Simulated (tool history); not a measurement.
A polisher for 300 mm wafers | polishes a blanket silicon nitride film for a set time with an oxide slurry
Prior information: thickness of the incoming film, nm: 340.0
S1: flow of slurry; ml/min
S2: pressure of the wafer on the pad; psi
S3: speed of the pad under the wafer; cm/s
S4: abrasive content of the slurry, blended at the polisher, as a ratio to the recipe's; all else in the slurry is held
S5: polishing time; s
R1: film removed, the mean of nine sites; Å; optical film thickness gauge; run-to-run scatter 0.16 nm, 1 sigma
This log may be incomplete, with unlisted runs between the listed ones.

{"run": 1, "hour": 0.0, "S1": 150, "S2": 3.4, "S3": 114, "S4": 1, "S5": 42, "R1": 255.85}
{"run": 2, "hour": 2.0, "S1": 145, "S2": 3.2, "S3": 114, "S4": 1, "S5": 42, "R1": 246.13}
{"run": 3, "hour": 6.5, "S1": 145, "S2": 3, "S3": 114, "S4": 1, "S5": 42, "R1": 232.57}
{"run": 4, "hour": 13.3, "S1": 145, "S2": 3.5, "S3": 114, "S4": 1, "S5": 42, "R1": 259.53}
{"run": 5, "hour": 17.8, "S1": 140, "S2": 3.3, "S3": 114, "S4": 1, "S5": 42, "R1": 246.91}
{"run": 6, "hour": 20.4, "S1": 135, "S2": 3.1, "S3": 114, "S4": 1, "S5": 42, "R1": 237.35}
{"run": 7, "hour": 25.3, "S1": 135, "S2": 2.9, "S3": 114, "S4": 1, "S5": 42, "R1": 219.46}
{"hour": 27.6, "done": "head pressure recalibrated"}
{"run": 8, "hour": 27.6, "S1": 130, "S2": 2.9, "S3": 114, "S4": 1, "S5": 42, "R1": 242.06}
{"run": 9, "hour": 28.7, "S1": 140, "S2": 2.9, "S3": 114, "S4": 1, "S5": 42, "R1": 242.46}
{"run": 10, "hour": 32.2, "S1": 135, "S2": 2.6, "S3": 112, "S4": 1, "S5": 42, "R1": 220.74}
{"run": 11, "hour": 38.7, "S1": 135, "S2": 2.5, "S3": 112, "S4": 1, "S5": 42, "R1": 213.45}

Run 12, settings as shown, results not yet in. Your forecast:
{"run": 12, "hour": 40.7, "S1": 135, "S2": 2.4, "S3": 112, "S4": 1, "S5": 42, "R1": "?"}

R1: 207.95 Å
